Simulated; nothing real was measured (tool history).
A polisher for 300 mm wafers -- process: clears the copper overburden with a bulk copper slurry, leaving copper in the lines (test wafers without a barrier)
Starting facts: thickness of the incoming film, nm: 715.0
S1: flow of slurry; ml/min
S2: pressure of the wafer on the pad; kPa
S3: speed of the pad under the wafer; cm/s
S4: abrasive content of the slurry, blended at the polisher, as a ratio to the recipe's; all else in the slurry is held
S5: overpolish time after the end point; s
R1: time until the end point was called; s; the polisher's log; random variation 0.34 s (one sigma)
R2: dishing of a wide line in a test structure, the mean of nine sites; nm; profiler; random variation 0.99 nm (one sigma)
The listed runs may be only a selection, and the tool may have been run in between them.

Run 1, hour 0: S1 270 ml/min, S2 11.7 kPa, S3 134 cm/s, S4 1, S5 22 s. Result: R1 80.645 s, R2 68.352 nm.
Run 2, hour 8.2: S1 270 ml/min, S2 11.7 kPa, S3 134 cm/s, S4 1, S5 27 s. Result: R1 78.206 s, R2 70.107 nm.
Run 3, hour 11.2: S1 310 ml/min, S2 11.7 kPa, S3 154 cm/s, S4 1.15, S5 22 s. Result: R1 65.856 s, R2 69.96 nm.
Run 4, hour 15.1: S1 310 ml/min, S2 11.7 kPa, S3 154 cm/s, S4 1.15, S5 29 s. Result: R1 66.801 s, R2 73.88 nm.
At hour 22: slurry nozzle cleaned.
Run 5, hour 22: S1 340 ml/min, S2 11.7 kPa, S3 168 cm/s, S4 1.25, S5 23 s. Result: R1 57.462 s, R2 74.407 nm.
Run 6, hour 27.7: S1 360 ml/min, S2 11.7 kPa, S3 178 cm/s, S4 1.3, S5 19 s. Result: R1 53.931 s, R2 69.47 nm.
Run 7, hour 32.7: S1 375 ml/min, S2 11.7 kPa, S3 186 cm/s, S4 1.35, S5 16 s. Result: R1 51.097 s, R2 67.806 nm.
Run 8, hour 34.4: S1 375 ml/min, S2 11.7 kPa, S3 186 cm/s, S4 1.35, S5 16 s. Result: R1 52.054 s, R2 68.868 nm.

What will run 9 give?
Run 9, hour 41.9: S1 385 ml/min, S2 11.7 kPa, S3 192 cm/s, S4 1.4, S5 14 s. Result: R1 ?, R2 ?.

R1: 50.022 s
R2: 66.37 nm
